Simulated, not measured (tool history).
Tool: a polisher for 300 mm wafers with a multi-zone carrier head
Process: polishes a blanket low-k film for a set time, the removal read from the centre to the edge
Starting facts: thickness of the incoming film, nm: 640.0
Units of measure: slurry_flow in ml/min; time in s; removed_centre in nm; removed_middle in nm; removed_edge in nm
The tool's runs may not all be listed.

Run 1, hour 0: slurry_flow 175 ml/min, centre_zone 1, middle_zone 1, edge_zone 1, slurry_solids 1, time 49 s. Result: removed_centre 29.184 nm, removed_middle 28.751 nm, removed_edge 28.835 nm.
Run 2, hour 1.3: slurry_flow 175 ml/min, centre_zone 1, middle_zone 0.92, edge_zone 1, slurry_solids 1, time 49 s. Result: removed_centre 29.224 nm, removed_middle 27.063 nm, removed_edge 28.912 nm.
Run 3, hour 6.4: slurry_flow 185 ml/min, centre_zone 0.97, middle_zone 0.99, edge_zone 1.04, slurry_solids 1.1, time 49 s. Result: removed_centre 29.283 nm, removed_middle 29.91 nm, removed_edge 30.359 nm.
Run 4, hour 7.6: slurry_flow 185 ml/min, centre_zone 0.97, middle_zone 0.99, edge_zone 1.04, slurry_solids 1.1, time 59 s. Result: removed_centre 35.741 nm, removed_middle 36.449 nm, removed_edge 36.605 nm.
Run 5, hour 11.6: slurry_flow 185 ml/min, centre_zone 0.97, middle_zone 0.99, edge_zone 1.01, slurry_solids 1.1, time 59 s. Result: removed_centre 35.945 nm, removed_middle 36.331 nm, removed_edge 35.899 nm.
Run 6, hour 18.7: slurry_flow 170 ml/min, centre_zone 0.94, middle_zone 1.02, edge_zone 1.03, slurry_solids 1.1, time 59 s. Result: removed_centre 33.394 nm, removed_middle 36.813 nm, removed_edge 35.976 nm.
Run 7, hour 25.8: slurry_flow 160 ml/min, centre_zone 0.93, middle_zone 1.04, edge_zone 1.03, slurry_solids 1.1, time 59 s. Result: removed_centre 33.025 nm, removed_middle 36.323 nm, removed_edge 35.499 nm.

What will run 8 give?
Run 8, hour 33.6: slurry_flow 155 ml/min, centre_zone 0.91, middle_zone 1.06, edge_zone 1.04, slurry_solids 1.1, time 59 s. Result: removed_centre ?, removed_middle ?, removed_edge ?.

removed_centre: 32.07 nm
removed_middle: 37.397 nm
removed_edge: 36.081 nm

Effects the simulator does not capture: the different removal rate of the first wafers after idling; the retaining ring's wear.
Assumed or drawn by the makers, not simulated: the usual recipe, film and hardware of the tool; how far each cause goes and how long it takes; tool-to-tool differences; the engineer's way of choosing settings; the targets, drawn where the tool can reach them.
